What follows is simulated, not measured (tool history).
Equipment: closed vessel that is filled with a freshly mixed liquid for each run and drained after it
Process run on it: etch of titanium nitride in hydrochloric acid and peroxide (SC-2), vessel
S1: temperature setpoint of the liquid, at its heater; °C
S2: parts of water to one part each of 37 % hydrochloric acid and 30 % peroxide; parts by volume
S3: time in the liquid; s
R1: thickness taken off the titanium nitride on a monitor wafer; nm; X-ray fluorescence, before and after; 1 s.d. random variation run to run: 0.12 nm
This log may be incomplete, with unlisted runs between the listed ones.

run    day    S1  S2   S3      R1
  1      0    55  10  825  19.551
  2  0.204    62  10  825  30.577
  3  0.554  61.5  10  825  29.375
  4  0.908  67.5  10  825   42.67
  5  1.075    71  10  825  52.504
  6  1.267    71  10  825  52.144
  7  1.392  69.5  10  825  47.986
  8  1.504    68  10  825   44.13
  9  1.808    67  10  825  41.782

What does the tool deliver on the next run?
 10  1.933  59  10  825   ?

R1: 24.879 nm
